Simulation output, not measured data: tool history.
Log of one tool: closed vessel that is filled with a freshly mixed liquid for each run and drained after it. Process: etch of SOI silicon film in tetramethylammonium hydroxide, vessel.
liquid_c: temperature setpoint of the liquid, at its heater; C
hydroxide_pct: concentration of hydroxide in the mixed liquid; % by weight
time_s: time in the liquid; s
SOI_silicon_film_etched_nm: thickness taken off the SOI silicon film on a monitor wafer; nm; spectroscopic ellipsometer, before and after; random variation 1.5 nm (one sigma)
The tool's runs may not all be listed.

Run 1, hour 0.0: liquid_c 72.0 C, hydroxide_pct 13.5 % by weight, time_s 90 s. Result: SOI_silicon_film_etched_nm 630.26 nm.
Run 2, hour 3.9: liquid_c 72.0 C, hydroxide_pct 16.5 % by weight, time_s 90 s. Result: SOI_silicon_film_etched_nm 575.50 nm.
Run 3, hour 7.1: liquid_c 72.0 C, hydroxide_pct 14.0 % by weight, time_s 90 s. Result: SOI_silicon_film_etched_nm 618.81 nm.
Run 4, hour 9.9: liquid_c 72.0 C, hydroxide_pct 14.0 % by weight, time_s 90 s. Result: SOI_silicon_film_etched_nm 617.56 nm.
Run 5, hour 11.4: liquid_c 72.0 C, hydroxide_pct 14.0 % by weight, time_s 100 s. Result: SOI_silicon_film_etched_nm 686.63 nm.
Run 6, hour 18.6: liquid_c 75.5 C, hydroxide_pct 14.0 % by weight, time_s 100 s. Result: SOI_silicon_film_etched_nm 835.45 nm.

The next listed run, before its measurement:
Run 7, hour 24.7: liquid_c 74.0 C, hydroxide_pct 14.0 % by weight, time_s 100 s. Result: SOI_silicon_film_etched_nm ?.

{"run 7": {"SOI_silicon_film_etched_nm": 768.6}}
